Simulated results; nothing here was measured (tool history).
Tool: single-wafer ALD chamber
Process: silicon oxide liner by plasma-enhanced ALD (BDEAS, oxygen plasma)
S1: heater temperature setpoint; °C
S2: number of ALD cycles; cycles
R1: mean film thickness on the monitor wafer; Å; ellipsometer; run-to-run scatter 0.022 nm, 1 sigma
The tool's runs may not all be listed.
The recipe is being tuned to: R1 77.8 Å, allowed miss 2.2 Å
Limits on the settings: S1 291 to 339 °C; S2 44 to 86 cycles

run 1 hour=0 | S1=315 S2=65 | R1=60.298
run 2 hour=1.5 | S1=315 S2=67 | R1=62.361
run 3 hour=9.3 | S1=315 S2=69 | R1=64.287
run 4 hour=16.5 | S1=319 S2=69 | R1=63.362
run 5 hour=19.6 | S1=323 S2=69 | R1=63.253
run 6 hour=21.8 | S1=330 S2=69 | R1=62.556
run 7 hour=26.1 | S1=330 S2=71 | R1=64.539
run 8 hour=31.6 | S1=330 S2=72 | R1=65.452
run 9 hour=37.2 | S1=328 S2=82 | R1=74.6

Of the 5 settings listed for the next run, only one would bring every result within its allowed miss of target. Which one?
run A hour=42.8 | S1=319 S2=79 | R1=?
run B hour=42.8 | S1=325 S2=79 | R1=?
run C hour=42.8 | S1=311 S2=77 | R1=?
run D hour=42.8 | S1=324 S2=84 | R1=?
run E hour=42.8 | S1=327 S2=77 | R1=?

move=A R1=72.947
move=B R1=72.227
move=C R1=72.037
move=D R1=76.926
move=E R1=70.164
A: lands further from the targets than the last run did
B: lands further from the targets than the last run did
C: lands further from the targets than the last run did
D: all results land within tolerance of their targets
E: lands further from the targets than the last run did
D meets every target.
